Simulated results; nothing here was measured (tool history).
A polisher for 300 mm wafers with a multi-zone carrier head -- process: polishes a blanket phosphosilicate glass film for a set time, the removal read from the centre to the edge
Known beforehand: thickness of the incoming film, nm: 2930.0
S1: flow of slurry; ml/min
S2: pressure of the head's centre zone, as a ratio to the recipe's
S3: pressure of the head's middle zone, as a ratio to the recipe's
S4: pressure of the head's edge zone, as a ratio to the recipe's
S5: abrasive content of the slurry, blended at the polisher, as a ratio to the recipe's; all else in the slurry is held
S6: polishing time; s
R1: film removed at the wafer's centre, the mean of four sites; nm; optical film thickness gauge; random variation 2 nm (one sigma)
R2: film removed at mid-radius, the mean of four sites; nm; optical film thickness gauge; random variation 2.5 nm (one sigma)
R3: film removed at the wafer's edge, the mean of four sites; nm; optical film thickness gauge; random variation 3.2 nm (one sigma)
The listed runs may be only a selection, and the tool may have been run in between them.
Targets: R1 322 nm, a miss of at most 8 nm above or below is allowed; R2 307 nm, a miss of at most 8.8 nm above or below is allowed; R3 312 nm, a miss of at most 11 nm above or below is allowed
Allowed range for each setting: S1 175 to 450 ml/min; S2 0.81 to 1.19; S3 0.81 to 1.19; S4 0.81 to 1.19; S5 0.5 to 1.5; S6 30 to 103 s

Run 1, day 0: S1 290 ml/min, S2 1, S3 1, S4 1, S5 1, S6 66 s. Result: R1 530.1 nm, R2 526.43 nm, R3 535.96 nm.
Run 2, day 0.2: S1 290 ml/min, S2 0.99, S3 0.97, S4 0.95, S5 0.85, S6 61 s. Result: R1 440.38 nm, R2 437.04 nm, R3 457.08 nm.
Run 3, day 0.383: S1 295 ml/min, S2 1.01, S3 0.97, S4 0.92, S5 0.75, S6 57 s. Result: R1 399.14 nm, R2 381.99 nm, R3 395.51 nm.
Run 4, day 0.738: S1 295 ml/min, S2 1.01, S3 0.97, S4 0.89, S5 0.65, S6 56 s. Result: R1 361.52 nm, R2 347.44 nm, R3 344.86 nm.
Run 5, day 0.792: S1 295 ml/min, S2 1.01, S3 0.97, S4 0.89, S5 0.85, S6 56 s. Result: R1 412.64 nm, R2 398.54 nm, R3 399.33 nm.
Run 6, day 1.133: S1 295 ml/min, S2 1.01, S3 0.97, S4 0.89, S5 0.65, S6 56 s. Result: R1 360.62 nm, R2 345.62 nm, R3 347.15 nm.
Run 7, day 1.179: S1 255 ml/min, S2 0.96, S3 0.91, S4 0.81, S5 0.55, S6 56 s. Result: R1 304.86 nm, R2 289.96 nm, R3 307.42 nm.
Run 8, day 1.312: S1 275 ml/min, S2 0.97, S3 0.92, S4 0.81, S5 0.55, S6 56 s. Result: R1 315.34 nm, R2 298.6 nm, R3 304.35 nm.
Run 9, day 1.367: S1 280 ml/min, S2 0.97, S3 0.92, S4 0.82, S5 0.55, S6 56 s. Result: R1 308.6 nm, R2 298.83 nm, R3 304.1 nm.

Which single option among these 4 for the next run brings every result within its allowed miss of target? Just one does.
Run A, day 1.421: S1 220 ml/min, S2 1, S3 0.89, S4 0.84, S5 0.55, S6 57 s. Result: R1 ?, R2 ?, R3 ?.
Run B, day 1.421: S1 325 ml/min, S2 0.95, S3 0.88, S4 0.9, S5 0.55, S6 55 s. Result: R1 ?, R2 ?, R3 ?.
Run C, day 1.421: S1 245 ml/min, S2 0.92, S3 0.82, S4 0.85, S5 0.6, S6 55 s. Result: R1 ?, R2 ?, R3 ?.
Run D, day 1.421: S1 270 ml/min, S2 0.99, S3 0.94, S4 0.87, S5 0.6, S6 54 s. Result: R1 ?, R2 ?, R3 ?.

move      R1      R2      R3
   A  318.37  284.37  304.72
   B  307.63  285.31  314.71
   C   302.2  274.26  314.98
   D  324.16  305.09  314.96
A: brings the last run's worst result on target, with another outside its allowed miss
B: lands further from the targets than the last run did
C: lands further from the targets than the last run did
D: all results land within tolerance of their targets
Move D is the one to make.
